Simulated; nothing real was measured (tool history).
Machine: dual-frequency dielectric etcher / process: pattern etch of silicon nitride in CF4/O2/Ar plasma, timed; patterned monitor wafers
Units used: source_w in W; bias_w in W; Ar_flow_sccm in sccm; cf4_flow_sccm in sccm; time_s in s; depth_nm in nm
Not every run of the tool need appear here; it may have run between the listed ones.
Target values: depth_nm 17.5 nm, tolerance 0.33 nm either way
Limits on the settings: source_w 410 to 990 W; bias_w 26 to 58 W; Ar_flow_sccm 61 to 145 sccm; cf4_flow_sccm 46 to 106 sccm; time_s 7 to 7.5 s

| run | day | source_w | bias_w | Ar_flow_sccm | cf4_flow_sccm | time_s | depth_nm |
|---|---|---|---|---|---|---|---|
| 1 | 0 | 700 | 42 | 103 | 76 | 7.5 | 15.436 |
| 2 | 0.325 | 700 | 42 | 87 | 76 | 7.5 | 15.826 |
| 3 | 0.604 | 700 | 42 | 87 | 76 | 7.5 | 15.88 |
| 4 | 0.671 | 700 | 42 | 87 | 64 | 7.5 | 15.616 |
| 5 | 0.733 | 730 | 42 | 87 | 64 | 7.5 | 15.913 |
| 6 | 0.908 | 760 | 42 | 87 | 64 | 7.5 | 16.369 |
| 7 | 1.054 | 780 | 42 | 87 | 64 | 7.5 | 16.622 |
| 8 | 1.225 | 780 | 42 | 87 | 64 | 7.5 | 16.658 |
| 9 | 1.446 | 800 | 42 | 87 | 64 | 7.5 | 16.85 |
| 10 | 1.654 | 810 | 42 | 87 | 64 | 7.5 | 16.912 |
| 11 | 1.912 | 820 | 42 | 87 | 64 | 7.5 | 17.199 |

Pick the move, out of 4, that brings all results within their allowed miss; only one does.
| A | 2.171 | 850 | 46 | 89 | 58 | 7 | ? |
| B | 2.171 | 870 | 40 | 77 | 57 | 7.5 | ? |
| C | 2.171 | 900 | 40 | 89 | 64 | 7 | ? |
| D | 2.171 | 820 | 38 | 81 | 64 | 7.5 | ? |

| move | depth_nm |
|---|---|
| A | 16.651 |
| B | 17.512 |
| C | 16.599 |
| D | 16.666 |
A: moves away from the targets compared with the last run
B: hits every target within its allowed miss
C: moves away from the targets compared with the last run
D: moves away from the targets compared with the last run
The move that meets every target is B.
